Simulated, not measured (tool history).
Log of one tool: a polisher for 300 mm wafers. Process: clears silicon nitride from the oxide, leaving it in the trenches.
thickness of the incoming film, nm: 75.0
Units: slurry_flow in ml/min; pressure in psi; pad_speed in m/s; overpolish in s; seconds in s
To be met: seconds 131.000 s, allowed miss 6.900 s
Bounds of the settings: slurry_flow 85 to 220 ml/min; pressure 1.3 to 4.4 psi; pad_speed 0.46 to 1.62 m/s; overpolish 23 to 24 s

run 1 day=0.000 | slurry_flow=140 pressure=2.8 pad_speed=1.04 overpolish=23 | seconds=60.761
run 2 day=0.217 | slurry_flow=115 pressure=2.8 pad_speed=1.04 overpolish=23 | seconds=63.993
run 3 day=0.321 | slurry_flow=115 pressure=2.8 pad_speed=1.04 overpolish=24 | seconds=63.010
run 4 day=0.362 | slurry_flow=115 pressure=2.6 pad_speed=1.02 overpolish=24 | seconds=68.356
run 5 day=0.704 | slurry_flow=95 pressure=2.6 pad_speed=1.02 overpolish=24 | seconds=72.470
run 6 day=1.033 | slurry_flow=95 pressure=2.4 pad_speed=1.00 overpolish=24 | seconds=78.723
run 7 day=1.067 | slurry_flow=95 pressure=2.3 pad_speed=0.98 overpolish=24 | seconds=81.416
run 8 day=1.162 | slurry_flow=95 pressure=2.2 pad_speed=0.96 overpolish=24 | seconds=85.341
run 9 day=1.496 | slurry_flow=95 pressure=2.1 pad_speed=0.94 overpolish=24 | seconds=93.383
run 10 day=1.575 | slurry_flow=95 pressure=2.0 pad_speed=0.94 overpolish=24 | seconds=95.109
run 11 day=1.625 | slurry_flow=95 pressure=1.9 pad_speed=0.92 overpolish=24 | seconds=95.875
run 12 day=1.962 | slurry_flow=95 pressure=1.8 pad_speed=0.90 overpolish=24 | seconds=103.360
run 13 day=2.075 | slurry_flow=95 pressure=1.8 pad_speed=0.90 overpolish=24 | seconds=104.260

4 next moves are on the table. One of them brings every result within its allowed miss. Which?
run A day=2.188 | slurry_flow=90 pressure=1.5 pad_speed=1.22 overpolish=23 | seconds=?
run B day=2.188 | slurry_flow=90 pressure=2.7 pad_speed=0.94 overpolish=24 | seconds=?
run C day=2.188 | slurry_flow=100 pressure=1.3 pad_speed=0.70 overpolish=24 | seconds=?
run D day=2.188 | slurry_flow=85 pressure=2.3 pad_speed=0.62 overpolish=24 | seconds=?

move=A seconds=88.431
move=B seconds=78.367
move=C seconds=158.750
move=D seconds=132.700
A: further off than the last run
B: further off than the last run
C: takes the result that was furthest off past its target
D: meets every target
Answer: D

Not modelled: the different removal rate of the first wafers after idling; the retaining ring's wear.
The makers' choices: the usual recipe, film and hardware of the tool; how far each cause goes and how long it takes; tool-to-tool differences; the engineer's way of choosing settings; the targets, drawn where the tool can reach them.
